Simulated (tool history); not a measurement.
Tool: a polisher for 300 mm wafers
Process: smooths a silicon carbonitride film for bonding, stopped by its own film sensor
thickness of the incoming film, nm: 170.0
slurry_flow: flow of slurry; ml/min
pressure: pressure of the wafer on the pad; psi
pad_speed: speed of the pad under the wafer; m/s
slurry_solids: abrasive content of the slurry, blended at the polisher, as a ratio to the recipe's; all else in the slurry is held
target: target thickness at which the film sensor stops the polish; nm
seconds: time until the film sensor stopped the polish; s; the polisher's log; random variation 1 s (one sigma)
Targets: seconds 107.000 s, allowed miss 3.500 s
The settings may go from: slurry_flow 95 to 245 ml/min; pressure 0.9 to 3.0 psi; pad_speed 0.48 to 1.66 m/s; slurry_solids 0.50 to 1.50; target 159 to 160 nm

{"run": 1, "day": 0.0, "slurry_flow": 155, "pressure": 1.9, "pad_speed": 1.06, "slurry_solids": 1.0, "target": 159, "seconds": 51.644}
{"run": 2, "day": 0.146, "slurry_flow": 150, "pressure": 1.6, "pad_speed": 1.0, "slurry_solids": 1.0, "target": 159, "seconds": 63.403}
{"run": 3, "day": 0.288, "slurry_flow": 150, "pressure": 1.6, "pad_speed": 1.0, "slurry_solids": 1.0, "target": 159, "seconds": 63.655}
{"run": 4, "day": 0.554, "slurry_flow": 145, "pressure": 1.4, "pad_speed": 0.96, "slurry_solids": 1.0, "target": 159, "seconds": 74.561}
{"run": 5, "day": 0.842, "slurry_flow": 140, "pressure": 1.3, "pad_speed": 0.94, "slurry_solids": 1.0, "target": 159, "seconds": 81.566}
{"run": 6, "day": 0.929, "slurry_flow": 140, "pressure": 1.1, "pad_speed": 0.94, "slurry_solids": 1.0, "target": 159, "seconds": 96.121}
{"run": 7, "day": 0.958, "slurry_flow": 135, "pressure": 1.1, "pad_speed": 0.94, "slurry_solids": 1.0, "target": 159, "seconds": 96.111}
{"run": 8, "day": 1.029, "slurry_flow": 130, "pressure": 1.1, "pad_speed": 0.94, "slurry_solids": 1.0, "target": 159, "seconds": 95.861}
{"run": 9, "day": 1.246, "slurry_flow": 125, "pressure": 1.1, "pad_speed": 0.94, "slurry_solids": 1.0, "target": 159, "seconds": 96.86}

Which of these 4 next moves meets every target?
{"run": "A", "day": 1.462, "slurry_flow": 135, "pressure": 0.9, "pad_speed": 1.28, "slurry_solids": 0.9, "target": 159, "seconds": "?"}
{"run": "B", "day": 1.462, "slurry_flow": 160, "pressure": 1.1, "pad_speed": 0.94, "slurry_solids": 1.05, "target": 160, "seconds": "?"}
{"run": "C", "day": 1.462, "slurry_flow": 170, "pressure": 1.3, "pad_speed": 0.78, "slurry_solids": 1.0, "target": 159, "seconds": "?"}
{"run": "D", "day": 1.462, "slurry_flow": 115, "pressure": 1.0, "pad_speed": 0.94, "slurry_solids": 1.05, "target": 159, "seconds": "?"}

move=A seconds=97.908
move=B seconds=83.062
move=C seconds=87.214
move=D seconds=106.220
A: nearer than the last run, and not there yet
B: further off than the last run
C: further off than the last run
D: meets every target
Answer: D
